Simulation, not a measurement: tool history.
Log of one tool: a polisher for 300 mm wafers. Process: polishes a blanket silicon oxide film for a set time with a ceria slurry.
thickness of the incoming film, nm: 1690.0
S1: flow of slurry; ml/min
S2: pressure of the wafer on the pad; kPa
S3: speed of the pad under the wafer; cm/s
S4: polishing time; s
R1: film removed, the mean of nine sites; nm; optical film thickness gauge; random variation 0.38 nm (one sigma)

| run | hour | S1 | S2 | S3 | S4 | R1 |
|---|---|---|---|---|---|---|
| 1 | 0 | 195 | 15.2 | 112 | 31 | 109.03 |
| 2 | 1.8 | 195 | 15.2 | 112 | 31 | 109.75 |
| 3 | 5 | 195 | 15.2 | 112 | 28 | 99.598 |
| 4 | 12.7 | 195 | 15.2 | 98 | 28 | 89.354 |
| 5 | 13.3 | 190 | 13.1 | 96 | 28 | 75.297 |
| 6 | 18.3 | 190 | 13.1 | 118 | 28 | 88.417 |
| 7 | 19 | 160 | 9 | 86 | 28 | 47.661 |

Forecast run 8:
| 8 | 21.9 | 155 | 9 | 86 | 28 | ? |

R1: 47.464 nm
